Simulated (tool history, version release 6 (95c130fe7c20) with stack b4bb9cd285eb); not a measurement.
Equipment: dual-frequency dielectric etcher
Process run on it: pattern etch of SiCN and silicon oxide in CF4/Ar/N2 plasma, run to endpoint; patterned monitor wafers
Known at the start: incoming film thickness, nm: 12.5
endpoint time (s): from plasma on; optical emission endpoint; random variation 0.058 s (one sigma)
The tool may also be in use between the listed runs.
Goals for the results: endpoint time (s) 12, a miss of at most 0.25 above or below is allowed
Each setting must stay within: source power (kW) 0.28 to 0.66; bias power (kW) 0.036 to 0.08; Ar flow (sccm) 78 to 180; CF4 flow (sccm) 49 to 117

run	day	source power (kW)	bias power (kW)	Ar flow (sccm)	CF4 flow (sccm)	endpoint time (s)
1	0	0.47	0.058	129	83	13.959
2	0.283	0.5	0.058	129	83	13.24
3	0.338	0.52	0.058	129	83	12.886
4	0.6	0.53	0.058	129	83	12.549
5	0.762	0.48	0.058	129	83	13.891
6	1.058	0.5	0.058	129	83	13.198
7	1.125	0.5	0.058	129	83	13.187
8	1.421	0.52	0.058	129	83	12.782
9	1.738	0.53	0.058	129	83	12.541

Consider the 5 candidate settings below. Which is the only one whose results all fall within their allowed miss of target?
A	2.054	0.51	0.056	130	78	?
B	2.054	0.55	0.063	100	73	?
C	2.054	0.57	0.058	117	85	?
D	2.054	0.6	0.055	130	81	?
E	2.054	0.54	0.063	137	82	?

move	endpoint time (s)
A	13.41
B	11.488
C	11.467
D	11.455
E	12.025
A: lands further from the targets than the last run did
B: carries the result that was furthest off beyond its target, to the other side
C: carries the result that was furthest off beyond its target, to the other side
D: carries the result that was furthest off beyond its target, to the other side
E: in spec on every target
Answer: E

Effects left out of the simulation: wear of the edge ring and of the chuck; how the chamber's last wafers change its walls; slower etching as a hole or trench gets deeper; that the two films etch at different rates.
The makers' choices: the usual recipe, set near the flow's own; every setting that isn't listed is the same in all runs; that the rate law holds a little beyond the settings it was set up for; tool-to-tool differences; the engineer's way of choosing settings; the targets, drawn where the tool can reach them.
